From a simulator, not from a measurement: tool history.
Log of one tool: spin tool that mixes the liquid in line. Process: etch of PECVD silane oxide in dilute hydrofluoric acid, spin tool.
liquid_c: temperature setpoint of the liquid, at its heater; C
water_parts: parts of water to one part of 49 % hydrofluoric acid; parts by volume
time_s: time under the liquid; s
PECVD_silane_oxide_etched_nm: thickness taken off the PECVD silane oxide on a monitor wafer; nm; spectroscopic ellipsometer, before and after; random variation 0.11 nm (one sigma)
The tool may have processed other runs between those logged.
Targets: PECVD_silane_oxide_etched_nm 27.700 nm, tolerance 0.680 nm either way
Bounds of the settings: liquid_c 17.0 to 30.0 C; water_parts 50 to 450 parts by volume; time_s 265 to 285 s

| run | day | liquid_c | water_parts | time_s | PECVD_silane_oxide_etched_nm |
|---|---|---|---|---|---|
| 1 | 0.000 | 22.0 | 250 | 265 | 19.178 |
| 2 | 0.371 | 24.5 | 245 | 265 | 21.350 |
| 3 | 0.679 | 24.5 | 245 | 265 | 21.507 |
| 4 | 1.012 | 26.0 | 240 | 265 | 23.381 |
| 5 | 1.042 | 26.0 | 240 | 285 | 24.979 |
| 6 | 1.071 | 26.0 | 240 | 285 | 25.007 |
| 7 | 1.154 | 27.0 | 240 | 285 | 25.921 |
| 8 | 1.212 | 27.5 | 240 | 285 | 26.554 |
| 9 | 1.433 | 28.0 | 240 | 285 | 26.815 |

Pick the move, out of 5, that brings all results within their allowed miss; only one does.
| A | 1.654 | 28.5 | 235 | 265 | ? |
| B | 1.654 | 29.5 | 230 | 265 | ? |
| C | 1.654 | 27.5 | 250 | 285 | ? |
| D | 1.654 | 25.0 | 215 | 265 | ? |
| E | 1.654 | 28.5 | 250 | 285 | ? |

| move | PECVD_silane_oxide_etched_nm |
|---|---|
| A | 26.040 |
| B | 27.689 |
| C | 25.013 |
| D | 25.725 |
| E | 25.881 |
A: its largest miss is bigger than the last run's
B: every result within its allowed miss
C: its largest miss is bigger than the last run's
D: its largest miss is bigger than the last run's
E: its largest miss is bigger than the last run's
The move that meets every target is B.
